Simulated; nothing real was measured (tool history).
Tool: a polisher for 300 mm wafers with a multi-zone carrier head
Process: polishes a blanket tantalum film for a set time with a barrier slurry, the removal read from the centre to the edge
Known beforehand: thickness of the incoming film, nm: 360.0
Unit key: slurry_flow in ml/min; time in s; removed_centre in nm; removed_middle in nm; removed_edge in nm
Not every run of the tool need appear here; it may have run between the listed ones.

run	hour	slurry_flow	centre_zone	middle_zone	edge_zone	slurry_solids	time	removed_centre	removed_middle	removed_edge
1	0.0	235	1.00	1.00	1.00	1.00	78	110.94	105.170	104.75
2	8.8	205	1.00	1.00	1.00	1.00	78	110.38	102.890	104.98
3	9.5	205	1.00	0.95	1.00	1.00	78	111.46	98.639	104.90
4	10.0	205	1.00	0.97	1.02	1.10	79	111.12	102.700	107.51
5	17.9	205	1.06	0.97	1.02	1.10	79	116.93	103.690	110.40
6	22.9	210	1.08	0.99	1.03	1.20	80	126.34	111.540	113.36
7	29.0	210	1.07	1.00	1.05	1.25	81	128.64	115.580	117.85
8	35.0	215	1.07	1.01	1.08	1.30	81	129.16	115.450	120.57
9	40.0	215	1.07	1.03	1.10	1.35	81	127.87	121.660	123.94
10	48.3	220	1.08	1.04	1.11	1.35	81	135.53	122.650	123.59

Run 11, settings as shown, results not yet in. Your forecast:
11	49.8	220	1.07	1.04	1.12	1.40	81	?	?	?

{"run 11": {"removed_centre": 129.99, "removed_middle": 122.12, "removed_edge": 127.68}}

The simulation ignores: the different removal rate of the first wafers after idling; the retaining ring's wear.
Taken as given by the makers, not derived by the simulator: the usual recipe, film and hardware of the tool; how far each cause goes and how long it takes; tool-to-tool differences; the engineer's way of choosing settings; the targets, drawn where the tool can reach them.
